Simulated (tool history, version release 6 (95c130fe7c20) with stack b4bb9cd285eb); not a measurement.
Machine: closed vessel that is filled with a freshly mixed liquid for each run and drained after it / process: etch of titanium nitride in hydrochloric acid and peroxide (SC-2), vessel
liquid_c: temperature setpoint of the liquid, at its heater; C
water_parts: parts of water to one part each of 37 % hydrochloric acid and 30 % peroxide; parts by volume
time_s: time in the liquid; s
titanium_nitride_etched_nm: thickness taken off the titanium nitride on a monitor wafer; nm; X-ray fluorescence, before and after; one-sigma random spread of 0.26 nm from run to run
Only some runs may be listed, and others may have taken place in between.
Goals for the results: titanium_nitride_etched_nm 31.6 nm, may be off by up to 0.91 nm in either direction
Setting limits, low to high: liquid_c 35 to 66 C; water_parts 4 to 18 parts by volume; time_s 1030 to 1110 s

run  hour  liquid_c  water_parts  time_s  titanium_nitride_etched_nm
  1     0        50           10    1030                      16.085
  2     6        52           10    1030                       18.51
  3   7.1        52           10    1030                      18.779
  4  15.1        48           10    1030                      14.409
  5  16.3        48           12    1030                      12.179
  6  17.4      50.5           12    1030                      14.511
  7  18.6      52.5           12    1030                      16.311
  8  27.2      54.5           12    1030                      18.818
  9  34.3        56           12    1030                      20.698
 10  39.4        57           12    1030                      22.075
 11  45.7      63.5           12    1030                      33.345

Of the 4 settings listed for the next run, only one would bring every result within its allowed miss of target. Which one?
  A    52        64           13    1030                           ?
  B    52      64.5         13.5    1095                           ?
  C    52        64         14.5    1065                           ?
  D    52        64           12    1100                           ?

move  titanium_nitride_etched_nm
   A                      32.055
   B                      34.002
   C                      30.131
   D                      36.678
A: in spec on every target
B: its largest miss is bigger than the last run's
C: takes the result that was furthest off past its target
D: its largest miss is bigger than the last run's
The right move is A.
